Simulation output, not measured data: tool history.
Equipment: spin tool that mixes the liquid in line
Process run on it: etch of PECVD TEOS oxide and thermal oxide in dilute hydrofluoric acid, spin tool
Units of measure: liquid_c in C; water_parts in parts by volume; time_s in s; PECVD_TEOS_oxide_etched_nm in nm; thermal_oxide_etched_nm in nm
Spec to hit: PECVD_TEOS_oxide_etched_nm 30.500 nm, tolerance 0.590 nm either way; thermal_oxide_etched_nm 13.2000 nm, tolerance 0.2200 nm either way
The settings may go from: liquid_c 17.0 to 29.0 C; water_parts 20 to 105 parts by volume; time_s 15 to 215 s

run  hour  liquid_c  water_parts  time_s  PECVD_TEOS_oxide_etched_nm  thermal_oxide_etched_nm
  1   0.0      21.0           55     110                      19.548                   8.4756
  2   2.4      22.0           55     110                      20.308                   8.8968
  3   5.8      22.5           55     110                      20.654                   9.0853
  4  12.1      22.5           55     125                      23.480                  10.2970
  5  15.6      19.5           55     125                      20.900                   9.0465
  6  21.8      17.0           55     125                      18.715                   8.1462
  7  29.3      18.5           55     125                      20.039                   8.6379
  8  31.6      19.5           55     125                      20.891                   9.0456
  9  32.7      23.5           55     125                      24.637                  10.7510
 10  40.3      24.0           55     125                      25.198                  10.8910
 11  44.8      24.5           55     125                      25.550                  11.1620
 12  51.7      25.0           55     125                      26.240                  11.2720
 13  52.2      25.5           55     125                      26.727                  11.6810
 14  53.6      26.0           55     125                      27.440                  11.9190
 15  56.6      26.5           55     125                      27.667                  12.0120
 16  59.1      27.0           55     125                      28.502                  12.2700
 17  63.6      28.0           55     125                      29.497                  12.6780

Below are 4 possible settings for the next run. Only one of them brings all results inside the allowed miss of their targets. Which is it?
  A  68.1      18.0           35     115                           ?                        ?
  B  68.1      17.0           25      85                           ?                        ?
  C  68.1      29.0           70     160                           ?                        ?
  D  68.1      27.0           55     130                           ?                        ?

move  PECVD_TEOS_oxide_etched_nm  thermal_oxide_etched_nm
   A                      28.951                  12.5610
   B                      28.996                  12.5810
   C                      30.283                  13.1390
   D                      29.571                  12.8300
A: moves away from the targets compared with the last run
B: moves away from the targets compared with the last run
C: meets every target
D: closes in on the targets versus the last run, not all within tolerance yet
C meets every target.

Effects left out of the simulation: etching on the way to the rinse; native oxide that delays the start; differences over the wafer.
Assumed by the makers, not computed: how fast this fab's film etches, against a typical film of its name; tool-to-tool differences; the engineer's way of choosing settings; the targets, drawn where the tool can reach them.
